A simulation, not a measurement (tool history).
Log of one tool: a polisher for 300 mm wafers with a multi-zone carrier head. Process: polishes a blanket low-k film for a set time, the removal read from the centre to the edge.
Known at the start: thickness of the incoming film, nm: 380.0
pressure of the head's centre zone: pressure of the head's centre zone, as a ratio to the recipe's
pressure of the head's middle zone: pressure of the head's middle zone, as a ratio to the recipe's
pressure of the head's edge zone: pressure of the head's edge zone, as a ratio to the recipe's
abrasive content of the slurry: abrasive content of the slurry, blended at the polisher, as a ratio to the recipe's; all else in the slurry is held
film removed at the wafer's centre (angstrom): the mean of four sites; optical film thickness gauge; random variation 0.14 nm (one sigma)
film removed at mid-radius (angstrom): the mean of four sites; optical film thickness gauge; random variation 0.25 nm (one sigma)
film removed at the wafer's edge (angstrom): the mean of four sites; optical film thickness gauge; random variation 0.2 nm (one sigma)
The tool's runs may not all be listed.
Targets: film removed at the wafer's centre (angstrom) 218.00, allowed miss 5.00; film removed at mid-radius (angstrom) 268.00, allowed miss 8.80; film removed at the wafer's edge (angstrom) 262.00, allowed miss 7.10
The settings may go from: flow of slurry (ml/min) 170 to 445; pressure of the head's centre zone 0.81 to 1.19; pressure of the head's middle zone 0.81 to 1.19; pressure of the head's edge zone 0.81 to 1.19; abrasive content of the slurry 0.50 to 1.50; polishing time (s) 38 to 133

| run | hour | flow of slurry (ml/min) | pressure of the head's centre zone | pressure of the head's middle zone | pressure of the head's edge zone | abrasive content of the slurry | polishing time (s) | film removed at the wafer's centre (angstrom) | film removed at mid-radius (angstrom) | film removed at the wafer's edge (angstrom) |
|---|---|---|---|---|---|---|---|---|---|---|
| 1 | 0.0 | 285 | 1.00 | 1.00 | 1.00 | 1.00 | 85 | 352.67 | 352.37 | 351.83 |
| 2 | 8.5 | 285 | 1.00 | 1.00 | 1.00 | 1.00 | 106 | 438.17 | 446.61 | 436.71 |
| 3 | 9.2 | 285 | 1.00 | 1.00 | 1.00 | 0.85 | 106 | 392.17 | 392.15 | 386.93 |
| 4 | 15.4 | 215 | 1.00 | 1.00 | 1.00 | 0.85 | 106 | 375.84 | 377.92 | 380.27 |
| 5 | 23.8 | 205 | 0.96 | 1.01 | 0.99 | 0.75 | 104 | 310.16 | 318.75 | 327.91 |
| 6 | 27.3 | 205 | 0.96 | 1.01 | 0.99 | 0.95 | 104 | 382.34 | 396.96 | 403.76 |
| 7 | 29.5 | 205 | 0.93 | 1.03 | 0.98 | 0.85 | 104 | 334.33 | 376.47 | 363.42 |
| 8 | 31.2 | 205 | 0.91 | 1.02 | 0.97 | 0.80 | 104 | 310.08 | 348.45 | 337.28 |
| 9 | 31.7 | 175 | 0.81 | 1.03 | 1.02 | 0.55 | 101 | 161.69 | 204.43 | 205.36 |
| 10 | 38.1 | 210 | 0.82 | 1.03 | 1.03 | 0.55 | 101 | 168.38 | 211.41 | 211.51 |
| 11 | 46.1 | 215 | 0.83 | 1.04 | 1.04 | 0.60 | 101 | 198.74 | 249.00 | 246.13 |
| 12 | 46.8 | 230 | 0.83 | 1.04 | 1.04 | 0.60 | 101 | 200.79 | 248.47 | 247.48 |

Which of these 5 next moves meets every target?
| A | 47.5 | 310 | 0.97 | 0.95 | 0.93 | 0.60 | 98 | ? | ? | ? |
| B | 47.5 | 275 | 0.82 | 1.19 | 0.88 | 0.55 | 124 | ? | ? | ? |
| C | 47.5 | 220 | 0.83 | 1.01 | 0.97 | 0.75 | 84 | ? | ? | ? |
| D | 47.5 | 250 | 0.84 | 1.15 | 0.92 | 0.60 | 102 | ? | ? | ? |
| E | 47.5 | 180 | 0.81 | 1.02 | 1.12 | 0.65 | 87 | ? | ? | ? |

| move | film removed at the wafer's centre (angstrom) | film removed at mid-radius (angstrom) | film removed at the wafer's edge (angstrom) |
|---|---|---|---|
| A | 235.43 | 241.79 | 235.59 |
| B | 214.61 | 290.93 | 249.47 |
| C | 217.29 | 269.94 | 262.62 |
| D | 206.33 | 268.73 | 239.26 |
| E | 178.87 | 229.75 | 238.61 |
A: takes the result that was furthest off past its target
B: brings the result that was furthest off to its target, and leaves another outside
C: meets every target
D: nearer than the last run, and not there yet
E: further off than the last run
The right move is C.
